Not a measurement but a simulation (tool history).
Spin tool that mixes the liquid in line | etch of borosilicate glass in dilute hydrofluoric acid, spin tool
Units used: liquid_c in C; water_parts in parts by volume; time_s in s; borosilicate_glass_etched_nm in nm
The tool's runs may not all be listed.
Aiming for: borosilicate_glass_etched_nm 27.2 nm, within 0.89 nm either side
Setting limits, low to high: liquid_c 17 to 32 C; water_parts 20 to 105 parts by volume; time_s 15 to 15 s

run	hour	liquid_c	water_parts	time_s	borosilicate_glass_etched_nm
1	0	24	55	15	12.345
2	5.2	26.5	45	15	16.929
3	9.9	26.5	65	15	11.238
4	11.4	26.5	65	15	11.24
5	20	24.5	65	15	10.297
6	20.7	26.5	55	15	13.626
7	28.8	26.5	55	15	13.615
8	33.6	28	45	15	17.739
9	42.6	32	30	15	32.219
10	51.4	31	30	15	30.829
11	58.3	30.5	30	15	30.204

4 next moves are on the table. One of them brings every result within its allowed miss. Which?
A	65.2	28	25	15	?
B	65.2	30.5	25	15	?
C	65.2	30	35	15	?
D	65.2	32	35	15	?

move	borosilicate_glass_etched_nm
A	33.149
B	36.678
C	25.274
D	27.353
A: further off than the last run
B: further off than the last run
C: the result that was furthest off in the last run now lies on the other side of its target
D: hits every target within its allowed miss
Correct choice: D, which meets every target

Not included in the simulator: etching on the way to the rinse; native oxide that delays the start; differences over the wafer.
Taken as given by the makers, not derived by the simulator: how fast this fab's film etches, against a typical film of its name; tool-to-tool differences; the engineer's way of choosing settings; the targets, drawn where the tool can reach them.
